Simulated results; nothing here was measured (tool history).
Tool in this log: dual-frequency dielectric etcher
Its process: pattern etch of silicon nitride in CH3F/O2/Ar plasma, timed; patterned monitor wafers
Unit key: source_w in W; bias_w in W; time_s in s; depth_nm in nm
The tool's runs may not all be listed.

{"run": 1, "hour": 0.0, "source_w": 320, "bias_w": 97, "time_s": 63.5, "depth_nm": 43.604}
{"run": 2, "hour": 8.5, "source_w": 320, "bias_w": 80, "time_s": 63.5, "depth_nm": 41.256}
{"run": 3, "hour": 12.4, "source_w": 320, "bias_w": 80, "time_s": 63.5, "depth_nm": 41.447}
{"run": 4, "hour": 14.0, "source_w": 340, "bias_w": 85, "time_s": 64.0, "depth_nm": 43.738}
{"run": 5, "hour": 17.8, "source_w": 300, "bias_w": 85, "time_s": 64.0, "depth_nm": 41.157}
{"run": 6, "hour": 21.2, "source_w": 330, "bias_w": 88, "time_s": 64.0, "depth_nm": 43.081}
{"run": 7, "hour": 22.1, "source_w": 350, "bias_w": 92, "time_s": 64.5, "depth_nm": 44.991}
{"run": 8, "hour": 23.5, "source_w": 370, "bias_w": 95, "time_s": 65.0, "depth_nm": 47.403}

Run 9 comes next. What will it give?
{"run": 9, "hour": 29.8, "source_w": 380, "bias_w": 96, "time_s": 65.0, "depth_nm": "?"}

Run 9 gave depth_nm 47.807 nm.
